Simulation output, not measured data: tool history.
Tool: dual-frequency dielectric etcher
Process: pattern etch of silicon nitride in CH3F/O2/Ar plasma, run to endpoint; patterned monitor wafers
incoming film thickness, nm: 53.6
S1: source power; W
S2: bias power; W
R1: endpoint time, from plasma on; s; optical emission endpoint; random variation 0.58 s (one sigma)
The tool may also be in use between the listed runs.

run  hour   S1  S2      R1
  1     0  350  58  84.765
  2   6.6  380  60  81.945
  3    14  380  52  87.672
  4  16.9  410  52  83.815
  5  24.4  460  52  81.187
  6  31.5  490  52   79.48
  7    34  490  63  72.509

Forecast run 8:
  8  39.3  490  64   ?

R1: 71.882 s
